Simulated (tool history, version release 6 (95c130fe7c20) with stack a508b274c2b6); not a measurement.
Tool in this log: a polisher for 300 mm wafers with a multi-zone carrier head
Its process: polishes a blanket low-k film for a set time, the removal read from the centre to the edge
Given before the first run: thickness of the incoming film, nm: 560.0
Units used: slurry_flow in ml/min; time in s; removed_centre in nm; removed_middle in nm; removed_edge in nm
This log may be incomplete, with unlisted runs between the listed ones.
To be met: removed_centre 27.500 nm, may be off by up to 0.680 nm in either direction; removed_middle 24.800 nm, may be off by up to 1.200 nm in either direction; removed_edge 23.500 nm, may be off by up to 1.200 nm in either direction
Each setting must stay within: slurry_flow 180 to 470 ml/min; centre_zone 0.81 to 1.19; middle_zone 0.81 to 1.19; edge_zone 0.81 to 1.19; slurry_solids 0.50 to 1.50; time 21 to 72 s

run,hour,slurry_flow,centre_zone,middle_zone,edge_zone,slurry_solids,time,removed_centre,removed_middle,removed_edge
1,0.0,300,1.00,1.00,1.00,1.00,46,19.672,20.324,19.506
2,7.1,310,1.04,1.01,1.02,1.05,46,21.036,21.283,20.826
3,8.2,320,1.07,1.02,1.00,1.10,46,22.184,21.524,20.984
4,14.8,325,1.10,1.04,1.00,1.15,46,23.612,22.617,21.578
5,19.6,330,1.12,1.05,1.01,1.15,46,23.958,23.556,21.445
6,25.8,335,1.14,1.04,1.02,1.20,46,25.059,23.277,22.059
7,31.2,340,1.15,1.04,1.03,1.20,46,25.176,23.775,22.221
8,36.1,345,1.16,1.04,1.03,1.20,46,25.687,23.019,22.166
9,40.8,350,1.17,1.05,1.04,1.20,46,25.938,23.955,21.951
10,47.4,350,1.17,1.05,1.04,1.25,46,26.473,24.057,22.887

Which single option among these 4 for the next run brings every result within its allowed miss of target? Just one does.
A,54.0,365,1.10,1.05,0.98,1.25,47,?,?,?
B,54.0,365,1.19,1.02,1.02,1.35,48,?,?,?
C,54.0,385,1.07,0.91,1.07,1.30,48,?,?,?
D,54.0,290,1.19,1.07,1.09,1.25,48,?,?,?

move,removed_centre,removed_middle,removed_edge
A,25.214,25.276,22.951
B,28.869,26.079,24.767
C,25.606,23.414,25.053
D,27.192,25.634,24.268
A: lands further from the targets than the last run did
B: takes the biggest miss from the last run beyond its target
C: lands further from the targets than the last run did
D: meets every target
D meets every target.
